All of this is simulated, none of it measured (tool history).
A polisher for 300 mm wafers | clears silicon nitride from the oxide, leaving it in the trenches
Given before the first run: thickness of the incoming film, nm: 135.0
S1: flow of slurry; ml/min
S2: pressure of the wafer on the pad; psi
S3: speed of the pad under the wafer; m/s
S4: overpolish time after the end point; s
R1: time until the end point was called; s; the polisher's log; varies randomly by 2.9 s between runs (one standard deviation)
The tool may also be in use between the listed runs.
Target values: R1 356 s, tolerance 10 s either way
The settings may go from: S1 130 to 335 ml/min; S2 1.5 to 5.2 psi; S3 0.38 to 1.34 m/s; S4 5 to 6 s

| run | day | S1 | S2 | S3 | S4 | R1 |
|---|---|---|---|---|---|---|
| 1 | 0 | 215 | 3.3 | 0.86 | 6 | 115.32 |
| 2 | 0.279 | 215 | 2.6 | 0.86 | 6 | 144.37 |
| 3 | 0.571 | 215 | 2.6 | 1.04 | 6 | 122.25 |
| 4 | 0.875 | 215 | 2.6 | 0.96 | 6 | 130.99 |
| 5 | 0.921 | 195 | 2.3 | 0.82 | 6 | 173 |
| 6 | 1.283 | 195 | 2.3 | 0.98 | 6 | 145.96 |
| 7 | 1.6 | 185 | 2.1 | 0.86 | 6 | 181.45 |
| 8 | 1.9 | 175 | 2 | 0.78 | 6 | 207.95 |
| 9 | 2.017 | 165 | 1.9 | 0.72 | 6 | 237.79 |
| 10 | 2.35 | 160 | 1.8 | 0.68 | 6 | 259.94 |
| 11 | 2.562 | 155 | 1.7 | 0.64 | 6 | 287.45 |
| 12 | 2.625 | 150 | 1.7 | 0.62 | 6 | 301.7 |
| 13 | 2.771 | 135 | 1.5 | 0.52 | 6 | 392.97 |

Exercise: of the 4 proposed moves below, exactly one satisfies all targets within the stated allowed misses. Which move is it?
| A | 2.917 | 145 | 1.8 | 0.5 | 5 | ? |
| B | 2.917 | 160 | 1.9 | 0.46 | 5 | ? |
| C | 2.917 | 160 | 1.7 | 0.52 | 5 | ? |
| D | 2.917 | 245 | 1.7 | 0.44 | 5 | ? |

| move | R1 |
|---|---|
| A | 342.84 |
| B | 339.53 |
| C | 344.4 |
| D | 365.31 |
A: takes the biggest miss from the last run beyond its target
B: takes the biggest miss from the last run beyond its target
C: takes the biggest miss from the last run beyond its target
D: all results in spec
The right move is D.
